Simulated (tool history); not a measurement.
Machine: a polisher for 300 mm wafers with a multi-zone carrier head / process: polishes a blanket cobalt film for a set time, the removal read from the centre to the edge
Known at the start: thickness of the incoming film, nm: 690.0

run,hour,flow of slurry (ml/min),pressure of the head's centre zone,pressure of the head's middle zone,pressure of the head's edge zone,polishing time (s),film removed at the wafer's centre (angstrom),film removed at mid-radius (angstrom),film removed at the wafer's edge (angstrom)
1,0.0,255,1.00,1.00,1.00,33,1293.70,1312.50,1309.10
2,3.7,255,1.00,1.00,0.95,33,1311.20,1293.80,1281.30
3,9.0,255,1.00,1.00,0.95,24,956.01,946.33,922.91
4,16.0,255,1.00,1.00,1.00,24,933.73,964.35,945.35
5,24.6,255,1.00,1.00,1.00,19,748.01,763.32,748.96
6,26.4,270,0.97,1.03,1.02,19,740.14,777.87,761.48
7,32.9,250,0.95,1.07,1.04,20,760.96,847.52,807.90

Run 8 is up next; what results do you expect?
8,39.3,245,0.92,1.09,1.05,20,?,?,?

film removed at the wafer's centre (angstrom): 733.37
film removed at mid-radius (angstrom): 855.07
film removed at the wafer's edge (angstrom): 801.27
